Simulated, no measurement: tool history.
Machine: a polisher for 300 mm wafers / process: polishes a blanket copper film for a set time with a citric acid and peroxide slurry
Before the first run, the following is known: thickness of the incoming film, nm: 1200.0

run,day,flow of slurry (ml/min),pressure of the wafer on the pad (kPa),speed of the pad under the wafer (m/s),abrasive content of the slurry,polishing time (s),film removed (angstrom)
1,0.000,310,26.2,0.76,1.0,61,1045.8
2,0.196,240,26.2,0.76,1.0,61,1027.1
3,0.375,240,26.2,0.76,1.0,61,1041.4
4,0.412,240,29.6,0.76,1.0,61,1179.9
5,0.467,240,29.6,0.76,1.0,64,1208.2
6,0.821,240,32.4,0.78,1.0,64,1346.8

Run 7 comes next. What will it give?
7,1.100,240,34.5,0.80,1.0,64,?

{"run 7": {"film removed (angstrom)": 1468.3}}
